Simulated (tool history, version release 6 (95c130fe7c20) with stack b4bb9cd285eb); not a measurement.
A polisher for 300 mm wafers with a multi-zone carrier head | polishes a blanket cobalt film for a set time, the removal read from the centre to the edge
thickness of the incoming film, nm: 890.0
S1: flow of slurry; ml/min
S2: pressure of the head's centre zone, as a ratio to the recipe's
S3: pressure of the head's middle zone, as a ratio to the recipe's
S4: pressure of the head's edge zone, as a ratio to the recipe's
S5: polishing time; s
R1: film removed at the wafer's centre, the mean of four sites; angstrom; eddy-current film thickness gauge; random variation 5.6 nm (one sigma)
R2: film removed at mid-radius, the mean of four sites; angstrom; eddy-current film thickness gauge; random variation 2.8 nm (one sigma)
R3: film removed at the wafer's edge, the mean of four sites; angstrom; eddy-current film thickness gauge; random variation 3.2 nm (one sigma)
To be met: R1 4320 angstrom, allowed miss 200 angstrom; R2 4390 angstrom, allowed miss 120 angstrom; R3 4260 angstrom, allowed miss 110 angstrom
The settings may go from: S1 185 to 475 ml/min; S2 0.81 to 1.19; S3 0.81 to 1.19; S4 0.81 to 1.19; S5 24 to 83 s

run 1 hour=0 | S1=305 S2=1 S3=1 S4=1 S5=53 | R1=3886.5 R2=3464.9 R3=3543.7
run 2 hour=7 | S1=305 S2=1 S3=1 S4=0.94 S5=53 | R1=3897.9 R2=3401 R3=3451.4
run 3 hour=10.6 | S1=305 S2=1 S3=1 S4=0.94 S5=60 | R1=4433.8 R2=3849.3 R3=3888.5
run 4 hour=11.9 | S1=305 S2=0.95 S3=1 S4=0.94 S5=60 | R1=4100.4 R2=3910.1 R3=3913.1
run 5 hour=18.1 | S1=305 S2=0.99 S3=1 S4=0.94 S5=60 | R1=4306.4 R2=3898.4 R3=3923
-- hour=23.5 centre zone pressure recalibrated
run 6 hour=23.5 | S1=305 S2=0.99 S3=1.08 S4=0.94 S5=60 | R1=3867.8 R2=4135.9 R3=3832.9
run 7 hour=25.8 | S1=315 S2=1 S3=1.08 S4=0.97 S5=60 | R1=3971.1 R2=4165.7 R3=3960.5
run 8 hour=31.1 | S1=325 S2=1.01 S3=1.08 S4=0.98 S5=60 | R1=4077.1 R2=4160.7 R3=3951.5
run 9 hour=34.4 | S1=330 S2=1.01 S3=1.08 S4=1 S5=60 | R1=4028 R2=4162 R3=4044.8
run 10 hour=43.5 | S1=335 S2=1.02 S3=1.09 S4=1 S5=60 | R1=4037.4 R2=4195.4 R3=3982

5 next moves are on the table. One of them brings every result within its allowed miss. Which?
run A hour=52.6 | S1=370 S2=0.99 S3=1.13 S4=0.93 S5=65 | R1=? R2=? R3=?
run B hour=52.6 | S1=340 S2=1.01 S3=1.13 S4=0.95 S5=65 | R1=? R2=? R3=?
run C hour=52.6 | S1=385 S2=0.98 S3=1.04 S4=0.94 S5=65 | R1=? R2=? R3=?
run D hour=52.6 | S1=270 S2=0.91 S3=1.11 S4=0.98 S5=67 | R1=? R2=? R3=?
run E hour=52.6 | S1=230 S2=1.03 S3=1.05 S4=0.85 S5=67 | R1=? R2=? R3=?

move=A R1=4277.7 R2=4797.5 R3=4269.9
move=B R1=4331.5 R2=4763.8 R3=4289.7
move=C R1=4245.8 R2=4482.9 R3=4306.6
move=D R1=3922 R2=4732.7 R3=4413.9
move=E R1=4351.4 R2=4429 R3=4079.1
A: brings the result that was furthest off to its target, and leaves another outside
B: brings the result that was furthest off to its target, and leaves another outside
C: meets every target
D: takes the result that was furthest off past its target
E: nearer than the last run, and not there yet
Move C is the one to make.
